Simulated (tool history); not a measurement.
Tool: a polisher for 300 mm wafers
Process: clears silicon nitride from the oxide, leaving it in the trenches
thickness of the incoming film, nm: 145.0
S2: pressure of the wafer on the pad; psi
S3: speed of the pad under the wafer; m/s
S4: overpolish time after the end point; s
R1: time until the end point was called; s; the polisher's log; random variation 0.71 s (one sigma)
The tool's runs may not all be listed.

run 1 hour=0.0 | flow_of_slurry_(ml/min)=200 S2=3.3 S3=1.28 S4=19 | R1=95.796
run 2 hour=8.6 | flow_of_slurry_(ml/min)=200 S2=3.5 S3=1.28 S4=19 | R1=88.932
run 3 hour=15.5 | flow_of_slurry_(ml/min)=200 S2=3.5 S3=1.16 S4=19 | R1=96.766
run 4 hour=19.2 | flow_of_slurry_(ml/min)=200 S2=3.5 S3=1.16 S4=20 | R1=98.034
run 5 hour=22.1 | flow_of_slurry_(ml/min)=200 S2=3.7 S3=1.16 S4=20 | R1=90.164
run 6 hour=25.4 | flow_of_slurry_(ml/min)=200 S2=3.9 S3=1.16 S4=20 | R1=87.432

The next listed run, before its measurement:
run 7 hour=26.9 | flow_of_slurry_(ml/min)=200 S2=4.1 S3=1.16 S4=20 | R1=?

R1: 83.721 s

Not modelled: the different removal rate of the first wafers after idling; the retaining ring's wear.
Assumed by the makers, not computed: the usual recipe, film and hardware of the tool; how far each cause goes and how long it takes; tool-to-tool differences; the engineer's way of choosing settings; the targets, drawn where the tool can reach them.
